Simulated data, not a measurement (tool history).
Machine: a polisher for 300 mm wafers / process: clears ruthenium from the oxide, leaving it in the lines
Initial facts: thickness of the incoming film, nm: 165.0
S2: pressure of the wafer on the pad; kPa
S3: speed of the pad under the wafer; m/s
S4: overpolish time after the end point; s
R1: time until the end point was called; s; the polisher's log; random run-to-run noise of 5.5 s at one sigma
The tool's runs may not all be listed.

run 1 hour=0.0 | flow_of_slurry_(ml/min)=265 S2=18.6 S3=0.86 S4=38 | R1=160.44
run 2 hour=1.9 | flow_of_slurry_(ml/min)=265 S2=17.2 S3=0.84 S4=38 | R1=174.38
run 3 hour=9.7 | flow_of_slurry_(ml/min)=330 S2=17.2 S3=0.84 S4=38 | R1=175.33
run 4 hour=15.7 | flow_of_slurry_(ml/min)=330 S2=15.9 S3=0.82 S4=38 | R1=198.14
run 5 hour=21.2 | flow_of_slurry_(ml/min)=330 S2=15.9 S3=0.70 S4=38 | R1=215.90
run 6 hour=25.5 | flow_of_slurry_(ml/min)=330 S2=15.9 S3=0.86 S4=38 | R1=183.77
run 7 hour=34.1 | flow_of_slurry_(ml/min)=330 S2=14.5 S3=0.84 S4=38 | R1=202.57
run 8 hour=38.8 | flow_of_slurry_(ml/min)=330 S2=13.8 S3=0.82 S4=38 | R1=210.44
run 9 hour=46.1 | flow_of_slurry_(ml/min)=325 S2=9.0 S3=0.68 S4=38 | R1=379.22

Run 10 has not been measured yet. What should we expect?
run 10 hour=51.8 | flow_of_slurry_(ml/min)=325 S2=9.7 S3=0.68 S4=38 | R1=?

{"run 10": {"R1": 363.38}}
